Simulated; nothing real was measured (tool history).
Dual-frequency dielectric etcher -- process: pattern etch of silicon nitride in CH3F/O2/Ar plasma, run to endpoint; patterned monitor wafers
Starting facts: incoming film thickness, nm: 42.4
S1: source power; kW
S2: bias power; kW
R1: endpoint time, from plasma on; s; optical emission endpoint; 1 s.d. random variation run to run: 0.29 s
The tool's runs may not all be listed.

Run 1, day 0: S1 0.35 kW, S2 0.063 kW. Result: R1 67.188 s.
Run 2, day 0.096: S1 0.32 kW, S2 0.061 kW. Result: R1 71.077 s.
Run 3, day 0.45: S1 0.37 kW, S2 0.061 kW. Result: R1 67.141 s.
Run 4, day 0.696: S1 0.33 kW, S2 0.061 kW. Result: R1 69.792 s.
Run 5, day 0.796: S1 0.3 kW, S2 0.059 kW. Result: R1 73.643 s.
Run 6, day 0.871: S1 0.28 kW, S2 0.059 kW. Result: R1 75.999 s.
Run 7, day 1.129: S1 0.28 kW, S2 0.059 kW. Result: R1 76.075 s.
Run 8, day 1.179: S1 0.27 kW, S2 0.059 kW. Result: R1 77.649 s.
Run 9, day 1.283: S1 0.26 kW, S2 0.059 kW. Result: R1 78.303 s.

The next listed run, before its measurement:
Run 10, day 1.508: S1 0.25 kW, S2 0.059 kW. Result: R1 ?.

{"run 10": {"R1": 79.016}}

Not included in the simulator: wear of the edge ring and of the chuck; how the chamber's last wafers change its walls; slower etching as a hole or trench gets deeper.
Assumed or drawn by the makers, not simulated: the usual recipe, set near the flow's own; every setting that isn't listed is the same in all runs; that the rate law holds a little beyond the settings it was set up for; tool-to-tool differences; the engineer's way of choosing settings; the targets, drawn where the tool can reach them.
